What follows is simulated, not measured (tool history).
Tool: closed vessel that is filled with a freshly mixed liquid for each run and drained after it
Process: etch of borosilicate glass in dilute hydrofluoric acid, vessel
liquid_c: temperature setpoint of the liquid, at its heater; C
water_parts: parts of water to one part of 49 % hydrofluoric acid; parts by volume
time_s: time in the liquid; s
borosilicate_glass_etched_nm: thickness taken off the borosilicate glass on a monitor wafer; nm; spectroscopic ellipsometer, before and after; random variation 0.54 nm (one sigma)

run	hour	liquid_c	water_parts	time_s	borosilicate_glass_etched_nm
1	0	25	115	90	47.361
2	7.5	25	145	90	35.941
3	14.9	22	145	90	31.949
4	24.1	22	145	90	31.874
5	32.8	22	145	90	32.095
6	40.8	22	145	90	31.759
7	42	25.5	135	90	39.682
8	49.7	27.5	125	90	46.929
9	54.4	29	120	90	51.557

Run 10 comes next. What will it give?
10	61	30	115	90	?

Run 10 gave borosilicate_glass_etched_nm 56.925 nm.
